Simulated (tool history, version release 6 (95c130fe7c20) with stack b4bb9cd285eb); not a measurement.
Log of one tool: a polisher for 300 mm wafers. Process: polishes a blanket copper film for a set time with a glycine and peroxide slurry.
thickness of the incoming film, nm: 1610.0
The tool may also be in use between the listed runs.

run  hour  flow of slurry (ml/min)  pressure of the wafer on the pad (psi)  speed of the pad under the wafer (m/s)  polishing time (s)  film removed (nm)
  1   0.0                      155                                     1.8                                    0.82                  34            103.010
  2   6.3                      140                                     1.8                                    0.82                  34            103.070
  3   7.7                      140                                     1.8                                    0.82                  34            104.200
  4  14.6                      140                                     1.8                                    0.92                  34            110.730
  5  18.3                      140                                     1.5                                    0.86                  33             91.119
  6  23.0                      140                                     1.5                                    0.96                  33             95.250
  7  31.1                      135                                     1.0                                    0.78                  31             60.318

Forecast run 8:
  8  35.4                      145                                     1.2                                    0.78                  31                  ?

Run 8 gave film removed (nm) 68.351.
